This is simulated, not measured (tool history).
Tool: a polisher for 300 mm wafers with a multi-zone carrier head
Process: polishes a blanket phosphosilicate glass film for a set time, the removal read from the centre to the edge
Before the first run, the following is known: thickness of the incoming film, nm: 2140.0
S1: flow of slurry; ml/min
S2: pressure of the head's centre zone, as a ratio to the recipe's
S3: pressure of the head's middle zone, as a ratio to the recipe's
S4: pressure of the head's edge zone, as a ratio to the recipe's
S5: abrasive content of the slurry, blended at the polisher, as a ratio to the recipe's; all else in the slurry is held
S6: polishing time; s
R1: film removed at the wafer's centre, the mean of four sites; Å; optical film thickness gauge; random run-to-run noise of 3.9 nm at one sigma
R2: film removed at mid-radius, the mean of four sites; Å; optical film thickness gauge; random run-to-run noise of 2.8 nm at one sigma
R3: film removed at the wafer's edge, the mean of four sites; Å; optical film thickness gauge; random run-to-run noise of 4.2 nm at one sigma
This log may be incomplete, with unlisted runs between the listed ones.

run 1 day=0 | S1=140 S2=1 S3=1 S4=1 S5=1 S6=53 | R1=4652.9 R2=4520.3 R3=4679.3
run 2 day=0.088 | S1=135 S2=1.01 S3=0.96 S4=0.99 S5=0.85 S6=51 | R1=4000.3 R2=3741.8 R3=3998.6
run 3 day=0.442 | S1=135 S2=1.04 S3=0.96 S4=0.99 S5=0.85 S6=51 | R1=4054.5 R2=3726.7 R3=3932.1
run 4 day=0.808 | S1=125 S2=1.04 S3=0.92 S4=0.99 S5=0.8 S6=51 | R1=3916 R2=3448.4 R3=3692.7
run 5 day=0.938 | S1=125 S2=1.04 S3=0.92 S4=0.99 S5=0.8 S6=61 | R1=4653.2 R2=3982.6 R3=4409.3
run 6 day=1.296 | S1=115 S2=1.03 S3=0.89 S4=0.99 S5=0.7 S6=60 | R1=4028.7 R2=3393.1 R3=3806.9

Expected results for the next run?
run 7 day=1.4 | S1=110 S2=1.02 S3=0.87 S4=0.99 S5=0.65 S6=60 | R1=? R2=? R3=?

R1: 3594.8 Å
R2: 3061.5 Å
R3: 3631.4 Å

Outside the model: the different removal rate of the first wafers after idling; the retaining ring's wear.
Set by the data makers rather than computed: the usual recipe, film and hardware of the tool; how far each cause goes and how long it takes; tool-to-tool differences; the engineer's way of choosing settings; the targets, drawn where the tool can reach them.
